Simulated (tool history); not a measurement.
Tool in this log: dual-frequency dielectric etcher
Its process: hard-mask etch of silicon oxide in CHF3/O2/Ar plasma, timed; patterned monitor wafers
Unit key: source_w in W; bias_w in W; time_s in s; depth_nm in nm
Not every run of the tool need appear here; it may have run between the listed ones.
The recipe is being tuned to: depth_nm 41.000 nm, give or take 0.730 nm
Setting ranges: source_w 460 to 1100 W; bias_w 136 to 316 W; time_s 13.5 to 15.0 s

{"run": 1, "hour": 0.0, "source_w": 780, "bias_w": 226, "time_s": 15.0, "depth_nm": 35.867}
{"run": 2, "hour": 8.1, "source_w": 830, "bias_w": 228, "time_s": 15.0, "depth_nm": 36.594}
{"run": 3, "hour": 9.8, "source_w": 830, "bias_w": 228, "time_s": 13.5, "depth_nm": 32.724}
{"run": 4, "hour": 14.8, "source_w": 870, "bias_w": 247, "time_s": 13.5, "depth_nm": 33.947}
{"run": 5, "hour": 19.2, "source_w": 910, "bias_w": 260, "time_s": 14.0, "depth_nm": 36.339}
{"run": 6, "hour": 28.2, "source_w": 830, "bias_w": 260, "time_s": 14.0, "depth_nm": 35.415}
{"run": 7, "hour": 35.2, "source_w": 870, "bias_w": 272, "time_s": 14.0, "depth_nm": 36.491}
{"run": 8, "hour": 38.4, "source_w": 870, "bias_w": 272, "time_s": 14.0, "depth_nm": 36.518}
{"run": 9, "hour": 43.2, "source_w": 1030, "bias_w": 285, "time_s": 14.0, "depth_nm": 39.313}
{"run": 10, "hour": 51.6, "source_w": 1040, "bias_w": 288, "time_s": 14.0, "depth_nm": 39.518}

Exactly one of the 4 candidate moves below puts every result within its allowed miss. Which one?
{"run": "A", "hour": 60.0, "source_w": 1100, "bias_w": 316, "time_s": 14.5, "depth_nm": "?"}
{"run": "B", "hour": 60.0, "source_w": 960, "bias_w": 315, "time_s": 14.0, "depth_nm": "?"}
{"run": "C", "hour": 60.0, "source_w": 1040, "bias_w": 267, "time_s": 15.0, "depth_nm": "?"}
{"run": "D", "hour": 60.0, "source_w": 1100, "bias_w": 277, "time_s": 15.0, "depth_nm": "?"}

move=A depth_nm=43.034
move=B depth_nm=39.714
move=C depth_nm=41.331
move=D depth_nm=42.609
A: the result that was furthest off in the last run now lies on the other side of its target
B: gains on the last run, yet a result remains outside its allowed miss
C: meets every target
D: the result that was furthest off in the last run now lies on the other side of its target
Go with C: it meets all targets.
